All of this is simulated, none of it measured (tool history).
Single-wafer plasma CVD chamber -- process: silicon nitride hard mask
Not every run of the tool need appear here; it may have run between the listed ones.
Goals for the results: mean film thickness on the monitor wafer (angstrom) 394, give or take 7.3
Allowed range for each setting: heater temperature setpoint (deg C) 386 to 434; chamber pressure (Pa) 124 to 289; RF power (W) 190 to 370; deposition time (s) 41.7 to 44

run,day,heater temperature setpoint (deg C),chamber pressure (Pa),RF power (W),deposition time (s),mean film thickness on the monitor wafer (angstrom)
1,0,410,207,280,44,446.92
2,0.3,410,192,275,44,432.69
3,0.383,410,224,275,44,458.44
4,0.754,403,224,275,44,454.33
5,1.038,403,224,260,44,446.05
6,1.321,403,189,260,44,418.9
7,1.658,403,183,260,44,410.37
8,1.908,403,179,260,44,408.78
9,2.075,403,175,260,44,408.28
10,2.442,403,171,260,44,402.85

Exactly one of the 4 candidate moves below puts every result within its allowed miss. Which one?
A,2.808,406,185,265,44,?
B,2.808,404,171,270,44,?
C,2.808,398,176,270,44,?
D,2.808,405,160,260,44,?

move,mean film thickness on the monitor wafer (angstrom)
A,419.65
B,412.28
C,417.97
D,392.61
A: its largest miss is bigger than the last run's
B: its largest miss is bigger than the last run's
C: its largest miss is bigger than the last run's
D: all results in spec
The right move is D.

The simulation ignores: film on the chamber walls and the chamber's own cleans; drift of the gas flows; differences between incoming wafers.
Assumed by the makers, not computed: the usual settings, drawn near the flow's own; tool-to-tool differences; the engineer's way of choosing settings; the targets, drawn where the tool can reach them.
